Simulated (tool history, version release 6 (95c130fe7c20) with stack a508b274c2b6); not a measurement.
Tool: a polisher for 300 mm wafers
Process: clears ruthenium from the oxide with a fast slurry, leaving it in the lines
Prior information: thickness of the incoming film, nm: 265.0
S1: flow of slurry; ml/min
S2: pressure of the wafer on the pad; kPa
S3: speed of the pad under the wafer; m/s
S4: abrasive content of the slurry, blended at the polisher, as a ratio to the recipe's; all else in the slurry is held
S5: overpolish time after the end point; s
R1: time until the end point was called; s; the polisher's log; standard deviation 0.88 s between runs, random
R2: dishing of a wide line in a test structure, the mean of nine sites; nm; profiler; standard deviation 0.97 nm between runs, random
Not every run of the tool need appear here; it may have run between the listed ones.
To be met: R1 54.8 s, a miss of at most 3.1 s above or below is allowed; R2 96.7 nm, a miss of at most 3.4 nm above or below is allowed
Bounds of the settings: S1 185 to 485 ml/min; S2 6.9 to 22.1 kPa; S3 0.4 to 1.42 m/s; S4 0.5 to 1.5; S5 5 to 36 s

run,day,S1,S2,S3,S4,S5,R1,R2
1,0,310,14.5,0.9,1,18,86.108,43.755
2,0.175,380,14.5,0.9,1,18,86.649,45.207
3,0.229,380,16.5,0.9,1,18,73.794,49.983
4,0.425,380,16.5,0.9,1.15,18,71.915,52.535
5,0.546,380,16.5,0.9,1.3,18,68.064,54.928
6,0.712,380,16.5,0.92,1.3,19,65.513,58.258
7,1.062,380,16.5,0.92,1.3,20,67.153,60.481
8,1.288,375,20,0.94,1.3,27,54.159,90.369
9,1.342,375,19.3,0.96,1.3,29,53.381,93.498

Next run, 4 choices. One meets every target within its allowed miss, the rest don't. Which?
A,1.396,345,22.1,0.88,1.2,31,?,?
B,1.396,315,20,0.94,1.4,27,?,?
C,1.396,360,14.5,1.2,1.5,28,?,?
D,1.396,365,20,1.04,1.35,26,?,?

move,R1,R2
A,54.848,96.943
B,54.095,88.96
C,56.463,88.553
D,49.059,92.774
A: hits every target within its allowed miss
B: its largest miss is bigger than the last run's
C: its largest miss is bigger than the last run's
D: its largest miss is bigger than the last run's
The right move is A.

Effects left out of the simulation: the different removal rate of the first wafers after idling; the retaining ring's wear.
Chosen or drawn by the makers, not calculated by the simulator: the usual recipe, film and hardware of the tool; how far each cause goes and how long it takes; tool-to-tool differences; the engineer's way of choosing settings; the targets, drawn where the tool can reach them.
